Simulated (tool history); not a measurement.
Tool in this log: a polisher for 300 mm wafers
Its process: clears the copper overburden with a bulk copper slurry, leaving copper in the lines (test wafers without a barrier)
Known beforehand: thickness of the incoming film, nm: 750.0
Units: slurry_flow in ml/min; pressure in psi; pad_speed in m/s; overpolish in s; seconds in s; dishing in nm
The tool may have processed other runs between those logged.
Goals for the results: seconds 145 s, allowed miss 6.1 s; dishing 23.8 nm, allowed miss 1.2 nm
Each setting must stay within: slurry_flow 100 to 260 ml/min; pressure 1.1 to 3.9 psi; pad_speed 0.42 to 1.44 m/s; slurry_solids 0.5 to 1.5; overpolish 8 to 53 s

run  hour  slurry_flow  pressure  pad_speed  slurry_solids  overpolish  seconds  dishing
  1     0          165       2.5       0.92              1          27   119.87   26.059
  2   1.6          165       2.5       0.74              1          27   147.31   26.318
  3   7.5          165       2.5       0.74              1          37   148.97   26.658
  4  11.1          165       2.5       0.74              1          31   145.63   26.132
  5  17.3          165       2.4       0.78              1          24   146.51   26.212
  6  21.5          155       2.3       0.84           0.95          19   147.23   25.245
  7  27.5          125       2.4       0.92           0.75           8   142.82   19.481
  8  35.6          135       2.3       0.92            0.8          10   143.98   21.829
  9  41.4          140       2.3       0.92            0.8          10   140.46   21.279
 10  48.3          140       2.2       0.92           0.85          11   145.93    22.13

Next run, 4 choices. One meets every target within its allowed miss, the rest don't. Which?
  A  55.2          140       1.9        1.1           0.75          10        ?        ?
  B  55.2          130       2.4       0.82            0.7          17        ?        ?
  C  55.2          125       2.6        0.9           0.65           8        ?        ?
  D  55.2          190       2.6       0.74            0.9          14        ?        ?

move  seconds  dishing
   A   144.24   21.103
   B   158.21   24.447
   C   137.65   19.938
   D   142.01   24.097
A: lands further from the targets than the last run did
B: the furthest-off result lands on target, but another misses its tolerance
C: lands further from the targets than the last run did
D: all results in spec
D is the move that brings every result within its allowed miss.

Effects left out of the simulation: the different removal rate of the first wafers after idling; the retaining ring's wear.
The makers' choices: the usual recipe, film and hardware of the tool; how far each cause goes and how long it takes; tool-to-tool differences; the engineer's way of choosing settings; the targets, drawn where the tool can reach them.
